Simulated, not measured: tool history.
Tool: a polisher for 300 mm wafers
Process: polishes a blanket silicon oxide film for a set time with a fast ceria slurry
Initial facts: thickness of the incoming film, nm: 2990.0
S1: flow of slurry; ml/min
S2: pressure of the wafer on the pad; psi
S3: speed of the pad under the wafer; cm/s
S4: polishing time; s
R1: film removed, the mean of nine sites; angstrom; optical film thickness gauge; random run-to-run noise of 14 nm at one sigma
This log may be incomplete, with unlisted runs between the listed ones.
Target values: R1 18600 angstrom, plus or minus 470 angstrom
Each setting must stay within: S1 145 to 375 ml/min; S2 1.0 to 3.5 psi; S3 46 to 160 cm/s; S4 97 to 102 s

run 1 hour=0.0 | S1=240 S2=2.2 S3=102 S4=97 | R1=13548
run 2 hour=5.4 | S1=240 S2=2.2 S3=102 S4=97 | R1=13553
run 3 hour=13.7 | S1=195 S2=2.2 S3=102 S4=97 | R1=13386
run 4 hour=22.1 | S1=195 S2=2.3 S3=102 S4=97 | R1=13815
run 5 hour=26.0 | S1=195 S2=2.3 S3=126 S4=97 | R1=16975
run 6 hour=31.7 | S1=200 S2=2.3 S3=126 S4=97 | R1=16775
run 7 hour=35.6 | S1=200 S2=2.3 S3=126 S4=97 | R1=16778
run 8 hour=40.2 | S1=200 S2=2.3 S3=126 S4=97 | R1=16715
run 9 hour=48.0 | S1=210 S2=2.4 S3=126 S4=97 | R1=17258
run 10 hour=49.7 | S1=210 S2=2.5 S3=126 S4=97 | R1=18110

Which one of the following 4 next-run settings gets every result inside its allowed miss? There is exactly one.
run A hour=51.4 | S1=180 S2=2.8 S3=120 S4=98 | R1=?
run B hour=51.4 | S1=240 S2=2.9 S3=106 S4=97 | R1=?
run C hour=51.4 | S1=190 S2=2.7 S3=128 S4=99 | R1=?
run D hour=51.4 | S1=205 S2=2.2 S3=130 S4=100 | R1=?

move=A R1=18487
move=B R1=17453
move=C R1=19468
move=D R1=17249
A: in spec on every target
B: moves away from the targets compared with the last run
C: pushes the last run's worst result past its target
D: moves away from the targets compared with the last run
A is the move that brings every result within its allowed miss.
